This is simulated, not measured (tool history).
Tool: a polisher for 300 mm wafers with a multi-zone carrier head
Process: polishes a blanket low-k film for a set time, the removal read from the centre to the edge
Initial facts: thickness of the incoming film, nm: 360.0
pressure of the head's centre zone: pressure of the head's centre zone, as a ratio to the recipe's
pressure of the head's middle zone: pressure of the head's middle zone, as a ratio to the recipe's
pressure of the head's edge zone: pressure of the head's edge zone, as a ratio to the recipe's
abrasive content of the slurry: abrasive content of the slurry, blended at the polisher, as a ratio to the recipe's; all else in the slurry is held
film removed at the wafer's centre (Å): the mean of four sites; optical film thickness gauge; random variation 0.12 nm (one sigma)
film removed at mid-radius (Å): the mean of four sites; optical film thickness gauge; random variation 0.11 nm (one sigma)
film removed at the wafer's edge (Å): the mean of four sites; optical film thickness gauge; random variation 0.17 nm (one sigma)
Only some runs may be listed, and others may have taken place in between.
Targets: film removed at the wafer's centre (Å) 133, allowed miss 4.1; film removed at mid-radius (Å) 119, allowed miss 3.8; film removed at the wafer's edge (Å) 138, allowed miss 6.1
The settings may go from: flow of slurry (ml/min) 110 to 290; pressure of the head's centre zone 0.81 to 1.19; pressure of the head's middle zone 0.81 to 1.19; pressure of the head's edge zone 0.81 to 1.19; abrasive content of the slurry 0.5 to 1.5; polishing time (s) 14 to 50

run,hour,flow of slurry (ml/min),pressure of the head's centre zone,pressure of the head's middle zone,pressure of the head's edge zone,abrasive content of the slurry,polishing time (s),film removed at the wafer's centre (Å),film removed at mid-radius (Å),film removed at the wafer's edge (Å)
1,0,185,1,1,1,1,32,168.01,164.77,166.98
2,8.4,145,1,1,1,1,32,160.25,158.06,163.79
3,13.7,145,1,1,1,0.9,32,148.05,148.84,151.03
4,21.9,140,1,0.97,0.99,0.9,32,143.84,141.09,148.81
5,24,140,1.03,0.97,0.99,0.9,32,149.96,143.27,147.28
6,30.4,135,1.02,0.95,0.98,0.9,32,147.34,140.24,148.74
7,34.4,135,1.02,0.93,0.97,0.9,32,146.04,136.92,146.64
8,41.6,135,1.02,0.91,0.96,0.9,32,148.74,135.23,146
9,48.7,130,1.01,0.9,0.96,0.9,32,146.24,134.6,146.1
10,51.7,130,1.01,0.89,0.96,0.9,32,145.78,131.84,143.74
11,53.2,125,1,0.88,0.96,0.9,32,142.39,130.32,143.45
12,60.7,125,1,0.87,0.96,0.9,32,140.92,128.94,148.1
13,65.8,125,1,0.86,0.95,0.9,32,143.51,127.84,146.01
14,66.6,125,1,0.86,0.94,0.9,32,141.33,128.45,146.03

Which of these 5 next moves meets every target?
A,67.4,110,0.98,0.82,0.89,0.95,31,?,?,?
B,67.4,125,1.03,0.86,0.94,0.9,31,?,?,?
C,67.4,110,0.93,0.94,0.92,1,33,?,?,?
D,67.4,115,1.1,1.16,1.02,0.9,29,?,?,?
E,67.4,150,0.98,0.91,0.91,0.9,32,?,?,?

move,film removed at the wafer's centre (Å),film removed at mid-radius (Å),film removed at the wafer's edge (Å)
A,134.44,117.51,138.55
B,141.9,121.47,139.58
C,140.74,143.71,154.58
D,138.26,139.99,132.39
E,146.59,136.85,146.63
A: all results in spec
B: puts the biggest miss on target and leaves a different result outside tolerance
C: the biggest miss grows against the last run
D: the biggest miss grows against the last run
E: the biggest miss grows against the last run
Move A is the one to make.
